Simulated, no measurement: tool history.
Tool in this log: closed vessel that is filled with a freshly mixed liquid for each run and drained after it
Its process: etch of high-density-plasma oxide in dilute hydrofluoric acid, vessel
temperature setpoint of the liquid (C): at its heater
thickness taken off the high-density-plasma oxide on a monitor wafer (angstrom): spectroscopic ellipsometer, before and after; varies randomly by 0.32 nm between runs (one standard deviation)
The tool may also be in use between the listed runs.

| run | hour | temperature setpoint of the liquid (C) | parts of water to one part of 49 % hydrofluoric acid (parts by volume) | time in the liquid (s) | thickness taken off the high-density-plasma oxide on a monitor wafer (angstrom) |
|---|---|---|---|---|---|
| 1 | 0.0 | 24.0 | 165 | 2165 | 568.49 |
| 2 | 8.1 | 21.0 | 165 | 2165 | 503.15 |
| 3 | 13.5 | 22.5 | 165 | 2165 | 534.43 |
| 4 | 21.0 | 22.0 | 165 | 2165 | 520.01 |
| 5 | 29.9 | 22.0 | 140 | 2165 | 624.35 |
| 6 | 33.7 | 22.0 | 160 | 2165 | 531.04 |
| 7 | 35.2 | 21.5 | 160 | 2165 | 533.82 |
| 8 | 42.7 | 21.0 | 160 | 2165 | 518.64 |
| 9 | 43.4 | 20.5 | 160 | 2165 | 511.99 |
| 10 | 47.8 | 20.0 | 160 | 2165 | 504.09 |

Expected results for the next run?
| 11 | 51.7 | 19.5 | 160 | 2165 | ? |

{"run 11": {"thickness taken off the high-density-plasma oxide on a monitor wafer (angstrom)": 489.85}}
